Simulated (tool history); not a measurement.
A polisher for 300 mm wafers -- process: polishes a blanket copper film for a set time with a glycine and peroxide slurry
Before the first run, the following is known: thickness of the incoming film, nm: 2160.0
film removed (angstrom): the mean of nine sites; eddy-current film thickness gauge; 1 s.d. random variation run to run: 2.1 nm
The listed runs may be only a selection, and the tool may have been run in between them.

| run | hour | flow of slurry (ml/min) | pressure of the wafer on the pad (psi) | speed of the pad under the wafer (m/s) | polishing time (s) | film removed (angstrom) |
|---|---|---|---|---|---|---|
| 1 | 0 | 200 | 3.1 | 1.04 | 41 | 2684.1 |
| 2 | 2.1 | 200 | 3.1 | 1.04 | 41 | 2662.9 |
| 3 | 10.8 | 200 | 2.9 | 1.04 | 41 | 2499.2 |
| 4 | 11.7 | 200 | 2.7 | 1.04 | 41 | 2343.7 |
| 5 | 13.5 | 200 | 2.7 | 1.04 | 41 | 2338 |
| 6 | 14.8 | 200 | 2.5 | 1.04 | 41 | 2192.1 |

For run 7, what comes out?
| 7 | 19.2 | 200 | 2.4 | 1.04 | 41 | ? |

film removed (angstrom): 2176.7

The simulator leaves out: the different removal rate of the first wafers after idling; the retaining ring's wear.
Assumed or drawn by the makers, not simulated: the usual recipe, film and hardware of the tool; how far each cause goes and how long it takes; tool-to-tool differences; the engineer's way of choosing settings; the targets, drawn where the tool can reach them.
